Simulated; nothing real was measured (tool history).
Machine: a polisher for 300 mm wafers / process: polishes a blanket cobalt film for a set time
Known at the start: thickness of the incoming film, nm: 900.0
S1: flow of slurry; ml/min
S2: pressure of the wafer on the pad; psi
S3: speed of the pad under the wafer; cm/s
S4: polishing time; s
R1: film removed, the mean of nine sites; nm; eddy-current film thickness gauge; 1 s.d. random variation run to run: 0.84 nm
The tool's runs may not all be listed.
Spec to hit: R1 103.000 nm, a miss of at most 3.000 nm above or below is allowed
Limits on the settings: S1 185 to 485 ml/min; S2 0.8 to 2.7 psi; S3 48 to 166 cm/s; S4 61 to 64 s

| run | hour | S1 | S2 | S3 | S4 | R1 |
|---|---|---|---|---|---|---|
| 1 | 0.0 | 310 | 1.7 | 106 | 61 | 250.050 |
| 2 | 8.1 | 305 | 1.5 | 98 | 61 | 209.410 |
| 3 | 9.7 | 335 | 1.5 | 98 | 61 | 213.860 |
| 4 | 13.0 | 335 | 1.3 | 98 | 61 | 191.470 |
| 5 | 17.7 | 320 | 1.2 | 90 | 61 | 165.570 |
| 6 | 21.7 | 320 | 1.6 | 90 | 61 | 210.380 |
| 7 | 29.5 | 310 | 1.1 | 60 | 61 | 114.160 |
| 8 | 36.2 | 300 | 1.1 | 60 | 61 | 113.340 |
| 9 | 45.1 | 290 | 1.1 | 60 | 61 | 115.510 |

Next run, 5 choices. One meets every target within its allowed miss, the rest don't. Which?
| A | 54.0 | 345 | 1.0 | 50 | 61 | ? |
| B | 54.0 | 220 | 1.0 | 68 | 64 | ? |
| C | 54.0 | 200 | 1.0 | 56 | 64 | ? |
| D | 54.0 | 245 | 0.8 | 66 | 61 | ? |
| E | 54.0 | 230 | 1.1 | 50 | 61 | ? |

| move | R1 |
|---|---|
| A | 95.173 |
| B | 120.130 |
| C | 103.630 |
| D | 95.946 |
| E | 99.383 |
A: takes the biggest miss from the last run beyond its target
B: misses by more than the last run did
C: all results land within tolerance of their targets
D: takes the biggest miss from the last run beyond its target
E: takes the biggest miss from the last run beyond its target
C meets every target.

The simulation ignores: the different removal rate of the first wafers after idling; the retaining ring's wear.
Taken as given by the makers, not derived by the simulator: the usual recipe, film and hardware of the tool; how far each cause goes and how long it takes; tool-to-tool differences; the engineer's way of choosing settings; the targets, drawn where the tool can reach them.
